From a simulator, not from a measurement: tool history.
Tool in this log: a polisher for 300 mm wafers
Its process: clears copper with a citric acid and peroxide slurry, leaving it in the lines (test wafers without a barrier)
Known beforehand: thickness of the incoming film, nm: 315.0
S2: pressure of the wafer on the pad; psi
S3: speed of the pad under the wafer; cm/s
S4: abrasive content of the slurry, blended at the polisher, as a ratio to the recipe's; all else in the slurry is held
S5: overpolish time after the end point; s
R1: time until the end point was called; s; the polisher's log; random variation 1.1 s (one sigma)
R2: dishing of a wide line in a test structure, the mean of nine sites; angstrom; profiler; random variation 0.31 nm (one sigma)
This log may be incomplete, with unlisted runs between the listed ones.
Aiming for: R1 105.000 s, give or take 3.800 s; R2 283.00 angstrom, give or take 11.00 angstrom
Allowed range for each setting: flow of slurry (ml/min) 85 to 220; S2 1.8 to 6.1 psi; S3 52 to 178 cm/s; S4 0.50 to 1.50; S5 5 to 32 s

{"run": 1, "hour": 0.0, "flow of slurry (ml/min)": 140, "S2": 3.9, "S3": 114, "S4": 1.0, "S5": 16, "R1": 80.578, "R2": 439.18}
{"run": 2, "hour": 5.0, "flow of slurry (ml/min)": 140, "S2": 3.9, "S3": 142, "S4": 1.0, "S5": 16, "R1": 67.246, "R2": 512.47}
{"run": 3, "hour": 7.1, "flow of slurry (ml/min)": 140, "S2": 3.4, "S3": 142, "S4": 1.0, "S5": 15, "R1": 77.334, "R2": 435.76}
{"run": 4, "hour": 12.0, "flow of slurry (ml/min)": 155, "S2": 3.4, "S3": 142, "S4": 1.0, "S5": 15, "R1": 76.104, "R2": 436.24}
{"run": 5, "hour": 20.5, "flow of slurry (ml/min)": 155, "S2": 3.4, "S3": 154, "S4": 1.0, "S5": 15, "R1": 71.307, "R2": 455.93}
{"run": 6, "hour": 29.5, "flow of slurry (ml/min)": 155, "S2": 3.0, "S3": 154, "S4": 1.0, "S5": 14, "R1": 78.284, "R2": 388.22}
{"run": 7, "hour": 37.8, "flow of slurry (ml/min)": 120, "S2": 1.9, "S3": 154, "S4": 1.0, "S5": 14, "R1": 130.35, "R2": 243.03}
{"run": 8, "hour": 41.0, "flow of slurry (ml/min)": 140, "S2": 1.9, "S3": 154, "S4": 1.0, "S5": 14, "R1": 126.72, "R2": 247.52}
{"run": 9, "hour": 47.0, "flow of slurry (ml/min)": 155, "S2": 2.0, "S3": 154, "S4": 1.0, "S5": 14, "R1": 119.05, "R2": 271.73}
{"run": 10, "hour": 51.1, "flow of slurry (ml/min)": 165, "S2": 2.0, "S3": 154, "S4": 1.0, "S5": 13, "R1": 116.36, "R2": 256.95}
{"run": 11, "hour": 52.4, "flow of slurry (ml/min)": 175, "S2": 2.0, "S3": 154, "S4": 1.0, "S5": 13, "R1": 115.76, "R2": 255.24}
{"run": 12, "hour": 60.6, "flow of slurry (ml/min)": 180, "S2": 2.1, "S3": 154, "S4": 1.0, "S5": 13, "R1": 110.03, "R2": 271.48}
{"run": 13, "hour": 68.7, "flow of slurry (ml/min)": 185, "S2": 2.1, "S3": 154, "S4": 1.0, "S5": 13, "R1": 107.64, "R2": 268.69}
{"run": 14, "hour": 75.9, "flow of slurry (ml/min)": 190, "S2": 2.2, "S3": 154, "S4": 1.0, "S5": 14, "R1": 104.59, "R2": 299.02}

Consider the 4 candidate settings below. Which is the only one whose results all fall within their allowed miss of target?
{"run": "A", "hour": 83.1, "flow of slurry (ml/min)": 135, "S2": 2.5, "S3": 154, "S4": 0.8, "S5": 12, "R1": "?", "R2": "?"}
{"run": "B", "hour": 83.1, "flow of slurry (ml/min)": 210, "S2": 2.1, "S3": 168, "S4": 0.8, "S5": 15, "R1": "?", "R2": "?"}
{"run": "C", "hour": 83.1, "flow of slurry (ml/min)": 170, "S2": 2.6, "S3": 138, "S4": 0.8, "S5": 13, "R1": "?", "R2": "?"}
{"run": "D", "hour": 83.1, "flow of slurry (ml/min)": 185, "S2": 2.3, "S3": 146, "S4": 0.95, "S5": 15, "R1": "?", "R2": "?"}

move=A R1=105.480 R2=262.36
move=B R1=107.690 R2=313.40
move=C R1=106.330 R2=280.74
move=D R1=107.310 R2=315.70
A: the result that was furthest off in the last run now lies on the other side of its target
B: its largest miss is bigger than the last run's
C: every result lands within tolerance
D: its largest miss is bigger than the last run's
Answer: C
